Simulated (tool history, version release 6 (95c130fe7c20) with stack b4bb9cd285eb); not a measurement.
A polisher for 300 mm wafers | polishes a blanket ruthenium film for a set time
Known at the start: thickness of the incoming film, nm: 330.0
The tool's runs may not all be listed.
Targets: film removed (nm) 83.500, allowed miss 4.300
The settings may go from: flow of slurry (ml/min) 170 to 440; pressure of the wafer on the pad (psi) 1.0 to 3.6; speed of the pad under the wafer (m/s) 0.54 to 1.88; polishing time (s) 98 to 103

| run | day | flow of slurry (ml/min) | pressure of the wafer on the pad (psi) | speed of the pad under the wafer (m/s) | polishing time (s) | film removed (nm) |
|---|---|---|---|---|---|---|
| 1 | 0.000 | 280 | 2.3 | 1.20 | 98 | 155.760 |
| 2 | 0.058 | 280 | 2.5 | 1.20 | 98 | 170.400 |
| 3 | 0.196 | 280 | 2.3 | 1.18 | 98 | 157.260 |
| 4 | 0.429 | 310 | 2.3 | 1.18 | 98 | 156.010 |
| 5 | 0.454 | 310 | 2.6 | 1.18 | 98 | 176.320 |
| 6 | 0.654 | 310 | 2.6 | 1.18 | 103 | 178.530 |
| 7 | 0.804 | 310 | 2.4 | 1.14 | 103 | 161.500 |
| 8 | 0.842 | 310 | 2.2 | 1.12 | 103 | 144.730 |
| 9 | 1.146 | 310 | 2.1 | 1.12 | 103 | 138.540 |
| 10 | 1.321 | 310 | 2.0 | 1.12 | 103 | 134.080 |
| 11 | 1.488 | 310 | 2.0 | 1.12 | 103 | 133.840 |
| 12 | 1.750 | 310 | 1.9 | 1.10 | 103 | 126.360 |
| 13 | 1.788 | 310 | 1.8 | 1.10 | 103 | 119.450 |
| 14 | 1.817 | 310 | 1.7 | 1.10 | 103 | 112.810 |
| 15 | 2.071 | 310 | 1.6 | 1.10 | 103 | 108.620 |
| 16 | 2.433 | 310 | 1.0 | 1.06 | 103 | 67.336 |

5 next moves are on the table. One of them brings every result within its allowed miss. Which?
| A | 2.796 | 295 | 1.6 | 0.84 | 103 | ? |
| B | 2.796 | 240 | 1.5 | 1.04 | 103 | ? |
| C | 2.796 | 350 | 1.5 | 1.02 | 103 | ? |
| D | 2.796 | 325 | 1.0 | 0.86 | 101 | ? |
| E | 2.796 | 370 | 1.4 | 1.12 | 103 | ? |

| move | film removed (nm) |
|---|---|
| A | 83.062 |
| B | 94.382 |
| C | 95.523 |
| D | 54.705 |
| E | 98.496 |
A: meets every target
B: takes the result that was furthest off past its target
C: takes the result that was furthest off past its target
D: further off than the last run
E: takes the result that was furthest off past its target
Move A is the one to make.
